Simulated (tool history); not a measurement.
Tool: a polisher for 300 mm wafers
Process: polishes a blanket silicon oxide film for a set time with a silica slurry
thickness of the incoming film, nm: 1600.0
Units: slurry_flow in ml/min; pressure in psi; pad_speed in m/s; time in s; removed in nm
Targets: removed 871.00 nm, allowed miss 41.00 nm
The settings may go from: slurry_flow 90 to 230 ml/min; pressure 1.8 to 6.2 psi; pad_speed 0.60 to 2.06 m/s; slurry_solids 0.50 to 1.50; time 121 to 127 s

run 1 day=0.000 | slurry_flow=150 pressure=4.0 pad_speed=1.32 slurry_solids=1.00 time=121 | removed=478.11
run 2 day=0.350 | slurry_flow=150 pressure=4.0 pad_speed=1.06 slurry_solids=1.00 time=121 | removed=420.46
run 3 day=0.667 | slurry_flow=150 pressure=4.3 pad_speed=1.10 slurry_solids=1.00 time=121 | removed=448.70
run 4 day=0.812 | slurry_flow=150 pressure=4.6 pad_speed=1.16 slurry_solids=1.00 time=121 | removed=508.28
run 5 day=0.900 | slurry_flow=150 pressure=4.2 pad_speed=1.16 slurry_solids=1.00 time=121 | removed=461.57
run 6 day=1.133 | slurry_flow=150 pressure=4.5 pad_speed=1.20 slurry_solids=1.00 time=121 | removed=513.55
run 7 day=1.321 | slurry_flow=155 pressure=5.6 pad_speed=1.34 slurry_solids=1.00 time=121 | removed=655.39
run 8 day=1.425 | slurry_flow=155 pressure=5.7 pad_speed=1.38 slurry_solids=1.00 time=121 | removed=701.73
run 9 day=1.508 | slurry_flow=155 pressure=5.8 pad_speed=1.40 slurry_solids=1.00 time=121 | removed=727.44
run 10 day=1.692 | slurry_flow=155 pressure=5.9 pad_speed=1.42 slurry_solids=1.00 time=121 | removed=717.80
run 11 day=1.867 | slurry_flow=155 pressure=5.9 pad_speed=1.46 slurry_solids=1.00 time=121 | removed=752.78
run 12 day=2.154 | slurry_flow=155 pressure=5.9 pad_speed=1.48 slurry_solids=1.00 time=121 | removed=748.27
run 13 day=2.471 | slurry_flow=155 pressure=5.9 pad_speed=1.50 slurry_solids=1.00 time=121 | removed=750.21
run 14 day=2.517 | slurry_flow=155 pressure=5.9 pad_speed=1.52 slurry_solids=1.00 time=121 | removed=748.37

Which of these 4 next moves meets every target?
run A day=2.562 | slurry_flow=190 pressure=5.7 pad_speed=1.98 slurry_solids=1.25 time=121 | removed=?
run B day=2.562 | slurry_flow=165 pressure=5.9 pad_speed=1.68 slurry_solids=1.50 time=127 | removed=?
run C day=2.562 | slurry_flow=140 pressure=5.9 pad_speed=1.82 slurry_solids=1.20 time=127 | removed=?
run D day=2.562 | slurry_flow=135 pressure=6.0 pad_speed=1.74 slurry_solids=0.95 time=127 | removed=?

move=A removed=985.39
move=B removed=980.00
move=C removed=942.13
move=D removed=859.11
A: takes the result that was furthest off past its target
B: takes the result that was furthest off past its target
C: takes the result that was furthest off past its target
D: meets every target
The right move is D.

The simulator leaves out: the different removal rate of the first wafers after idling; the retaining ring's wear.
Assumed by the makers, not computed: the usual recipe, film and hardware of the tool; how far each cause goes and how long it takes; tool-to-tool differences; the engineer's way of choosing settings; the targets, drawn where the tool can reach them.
